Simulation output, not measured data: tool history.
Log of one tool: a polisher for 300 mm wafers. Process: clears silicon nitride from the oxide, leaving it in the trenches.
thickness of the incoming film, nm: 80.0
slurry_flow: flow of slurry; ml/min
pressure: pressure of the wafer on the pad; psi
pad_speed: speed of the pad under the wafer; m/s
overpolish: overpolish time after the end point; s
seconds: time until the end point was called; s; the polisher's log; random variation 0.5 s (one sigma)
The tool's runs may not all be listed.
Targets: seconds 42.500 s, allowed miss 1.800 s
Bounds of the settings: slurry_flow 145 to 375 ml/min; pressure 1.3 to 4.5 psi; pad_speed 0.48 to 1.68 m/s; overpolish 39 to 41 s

{"run": 1, "hour": 0.0, "slurry_flow": 240, "pressure": 2.9, "pad_speed": 1.08, "overpolish": 39, "seconds": 77.884}
{"run": 2, "hour": 0.6, "slurry_flow": 240, "pressure": 2.9, "pad_speed": 0.94, "overpolish": 39, "seconds": 88.566}
{"run": 3, "hour": 8.7, "slurry_flow": 215, "pressure": 2.9, "pad_speed": 0.94, "overpolish": 39, "seconds": 90.941}
{"run": 4, "hour": 16.8, "slurry_flow": 215, "pressure": 3.6, "pad_speed": 0.94, "overpolish": 39, "seconds": 73.309}
{"run": 5, "hour": 22.3, "slurry_flow": 175, "pressure": 3.6, "pad_speed": 0.94, "overpolish": 39, "seconds": 77.151}
{"run": 6, "hour": 30.0, "slurry_flow": 195, "pressure": 3.8, "pad_speed": 1.0, "overpolish": 39, "seconds": 66.767}
{"run": 7, "hour": 34.8, "slurry_flow": 210, "pressure": 4.0, "pad_speed": 1.04, "overpolish": 39, "seconds": 60.33}
{"run": 8, "hour": 35.3, "slurry_flow": 220, "pressure": 4.1, "pad_speed": 1.08, "overpolish": 39, "seconds": 56.055}
{"run": 9, "hour": 42.5, "slurry_flow": 230, "pressure": 4.2, "pad_speed": 1.12, "overpolish": 39, "seconds": 52.524}
{"run": 10, "hour": 46.7, "slurry_flow": 230, "pressure": 4.5, "pad_speed": 1.26, "overpolish": 39, "seconds": 44.665}

5 next moves are on the table. One of them brings every result within its allowed miss. Which?
{"run": "A", "hour": 50.9, "slurry_flow": 250, "pressure": 4.1, "pad_speed": 1.34, "overpolish": 39, "seconds": "?"}
{"run": "B", "hour": 50.9, "slurry_flow": 245, "pressure": 4.0, "pad_speed": 1.32, "overpolish": 39, "seconds": "?"}
{"run": "C", "hour": 50.9, "slurry_flow": 245, "pressure": 4.5, "pad_speed": 1.3, "overpolish": 39, "seconds": "?"}
{"run": "D", "hour": 50.9, "slurry_flow": 305, "pressure": 4.1, "pad_speed": 1.28, "overpolish": 39, "seconds": "?"}
{"run": "E", "hour": 50.9, "slurry_flow": 225, "pressure": 4.0, "pad_speed": 1.24, "overpolish": 39, "seconds": "?"}

move=A seconds=45.730
move=B seconds=47.599
move=C seconds=43.217
move=D seconds=46.938
move=E seconds=51.054
A: further off than the last run
B: further off than the last run
C: meets every target
D: further off than the last run
E: further off than the last run
The right move is C.

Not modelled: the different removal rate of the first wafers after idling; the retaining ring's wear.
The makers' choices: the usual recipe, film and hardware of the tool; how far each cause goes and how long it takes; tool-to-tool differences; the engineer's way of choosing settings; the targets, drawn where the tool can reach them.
